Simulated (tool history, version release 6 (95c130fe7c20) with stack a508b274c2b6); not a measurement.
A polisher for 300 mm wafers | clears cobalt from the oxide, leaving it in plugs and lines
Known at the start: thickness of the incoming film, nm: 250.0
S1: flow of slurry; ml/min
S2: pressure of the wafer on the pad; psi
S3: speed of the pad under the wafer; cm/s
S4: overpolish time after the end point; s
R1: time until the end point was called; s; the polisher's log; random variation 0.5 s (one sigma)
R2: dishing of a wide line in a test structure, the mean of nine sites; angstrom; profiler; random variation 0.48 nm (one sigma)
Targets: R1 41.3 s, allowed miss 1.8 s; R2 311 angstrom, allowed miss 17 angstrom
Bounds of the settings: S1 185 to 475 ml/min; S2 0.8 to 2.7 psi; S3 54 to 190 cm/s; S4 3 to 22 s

| run | hour | S1 | S2 | S3 | S4 | R1 | R2 |
|---|---|---|---|---|---|---|---|
| 1 | 0 | 305 | 1.7 | 122 | 11 | 48.356 | 407.66 |
| 2 | 8.2 | 305 | 1.7 | 150 | 11 | 40.285 | 449.03 |
| 3 | 10.4 | 250 | 1.7 | 150 | 11 | 42.186 | 440.99 |
| 4 | 14.5 | 250 | 1.7 | 150 | 8 | 42.107 | 372.09 |
| 5 | 16.5 | 325 | 1.7 | 150 | 8 | 40.75 | 386.14 |
| 6 | 19.4 | 325 | 1.7 | 150 | 10 | 40.282 | 429.58 |
| 7 | 23.8 | 325 | 1.7 | 150 | 4 | 40.987 | 231.9 |
| 8 | 31.1 | 320 | 1.7 | 152 | 5 | 39.291 | 276.14 |
| 9 | 32.9 | 315 | 1.7 | 152 | 5 | 39.966 | 280.59 |
| 10 | 38.1 | 315 | 1.7 | 152 | 5 | 39.34 | 288.82 |
| 11 | 43.2 | 310 | 1.7 | 152 | 5 | 40.365 | 277.99 |

Which of these 4 next moves meets every target?
| A | 48.3 | 410 | 1.6 | 152 | 6 | ? | ? |
| B | 48.3 | 240 | 1.5 | 172 | 7 | ? | ? |
| C | 48.3 | 320 | 1.7 | 138 | 8 | ? | ? |
| D | 48.3 | 290 | 1.8 | 144 | 5 | ? | ? |

| move | R1 | R2 |
|---|---|---|
| A | 41.107 | 313.1 |
| B | 41.044 | 347.12 |
| C | 43.259 | 365.41 |
| D | 39.977 | 280.67 |
A: meets every target
B: takes the result that was furthest off past its target
C: takes the result that was furthest off past its target
D: nearer than the last run, and not there yet
Move A is the one to make.

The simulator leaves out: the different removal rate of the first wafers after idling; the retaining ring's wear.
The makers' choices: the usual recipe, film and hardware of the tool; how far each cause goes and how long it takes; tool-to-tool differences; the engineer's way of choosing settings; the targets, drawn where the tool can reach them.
